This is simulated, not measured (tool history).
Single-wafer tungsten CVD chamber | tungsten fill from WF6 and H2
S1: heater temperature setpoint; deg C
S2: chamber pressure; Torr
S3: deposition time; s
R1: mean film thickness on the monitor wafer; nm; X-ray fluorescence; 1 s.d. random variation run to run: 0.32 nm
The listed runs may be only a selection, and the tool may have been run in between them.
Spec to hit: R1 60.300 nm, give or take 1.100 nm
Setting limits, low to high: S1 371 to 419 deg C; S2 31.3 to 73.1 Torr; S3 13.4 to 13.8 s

{"run": 1, "day": 0.0, "S1": 395, "S2": 52.2, "S3": 13.4, "R1": 46.735}
{"run": 2, "day": 0.258, "S1": 399, "S2": 52.3, "S3": 13.4, "R1": 50.6}
{"run": 3, "day": 0.475, "S1": 401, "S2": 52.4, "S3": 13.4, "R1": 52.751}
{"run": 4, "day": 0.504, "S1": 401, "S2": 52.4, "S3": 13.4, "R1": 52.932}
{"run": 5, "day": 0.658, "S1": 391, "S2": 52.4, "S3": 13.4, "R1": 42.285}
{"run": 6, "day": 1.004, "S1": 391, "S2": 55.7, "S3": 13.4, "R1": 43.708}
{"run": 7, "day": 1.246, "S1": 403, "S2": 56.5, "S3": 13.4, "R1": 56.444}
{"run": 8, "day": 1.35, "S1": 404, "S2": 56.5, "S3": 13.4, "R1": 57.362}
{"run": 9, "day": 1.383, "S1": 405, "S2": 56.5, "S3": 13.4, "R1": 58.779}

Consider the 5 candidate settings below. Which is the only one whose results all fall within their allowed miss of target?
{"run": "A", "day": 1.417, "S1": 406, "S2": 52.4, "S3": 13.8, "R1": "?"}
{"run": "B", "day": 1.417, "S1": 405, "S2": 52.5, "S3": 13.4, "R1": "?"}
{"run": "C", "day": 1.417, "S1": 402, "S2": 61.8, "S3": 13.4, "R1": "?"}
{"run": "D", "day": 1.417, "S1": 404, "S2": 56.0, "S3": 13.4, "R1": "?"}
{"run": "E", "day": 1.417, "S1": 401, "S2": 62.3, "S3": 13.4, "R1": "?"}

move=A R1=59.988
move=B R1=57.135
move=C R1=57.441
move=D R1=57.468
move=E R1=56.475
A: every result within its allowed miss
B: misses by more than the last run did
C: misses by more than the last run did
D: misses by more than the last run did
E: misses by more than the last run did
The move that meets every target is A.
